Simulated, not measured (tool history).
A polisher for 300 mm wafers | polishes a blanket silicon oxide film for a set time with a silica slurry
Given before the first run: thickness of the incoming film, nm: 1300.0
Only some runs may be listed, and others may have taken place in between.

run    day  flow of slurry (ml/min)  pressure of the wafer on the pad (kPa)  speed of the pad under the wafer (m/s)  abrasive content of the slurry  polishing time (s)  film removed (nm)
  1  0.000                      170                                    27.6                                    1.06                             1.0                  32            105.500
  2  0.021                      170                                    27.6                                    1.16                             1.0                  32            111.950
  3  0.104                      170                                    27.6                                    1.36                             1.0                  32            126.180
  4  0.346                      165                                    24.8                                    1.36                             1.0                  32            116.420
  5  0.396                      165                                    24.8                                    1.20                             1.0                  32            104.710
  6  0.683                      160                                    22.8                                    1.20                             1.0                  32             96.173
  7  1.038                      155                                    22.1                                    1.20                             1.0                  32             92.247
  8  1.267                      145                                    21.4                                    1.20                             1.0                  32             89.228
  9  1.462                      140                                    20.7                                    1.20                             1.0                  32             86.604

For run 10, what comes out?
 10  1.671                      135                                    20.7                                    1.20                             1.0                  32                  ?

Run 10 gave film removed (nm) 85.006.
